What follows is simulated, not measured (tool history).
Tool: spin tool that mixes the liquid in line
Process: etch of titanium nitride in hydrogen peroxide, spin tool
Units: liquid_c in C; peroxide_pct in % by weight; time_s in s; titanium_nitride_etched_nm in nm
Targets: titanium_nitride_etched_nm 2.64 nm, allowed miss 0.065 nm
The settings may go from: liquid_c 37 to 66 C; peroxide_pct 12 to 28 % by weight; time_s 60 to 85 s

run,hour,liquid_c,peroxide_pct,time_s,titanium_nitride_etched_nm
1,0,53,19,85,3.3345
2,8.2,58.5,19,85,4.8759
3,15.5,57,19,85,4.3959
4,19.2,60.5,19,85,5.6343
5,22.7,60.5,15.5,85,5.365
6,25.8,56,15.5,85,3.925
7,31.9,55,15.5,85,3.6941
8,38.7,54,15.5,85,3.4531
9,42.6,53.5,15.5,85,3.3401
10,47.4,53,15.5,85,3.1834
11,53.3,52.5,15.5,85,3.0815

4 next moves are on the table. One of them brings every result within its allowed miss. Which?
A,59.2,55,15,85,?
B,59.2,50.5,14.5,85,?
C,59.2,55,18,75,?
D,59.2,53,22.5,60,?

move,titanium_nitride_etched_nm
A,3.6523
B,2.6343
C,3.3494
D,2.4413
A: further off than the last run
B: meets every target
C: further off than the last run
D: takes the result that was furthest off past its target
Answer: B
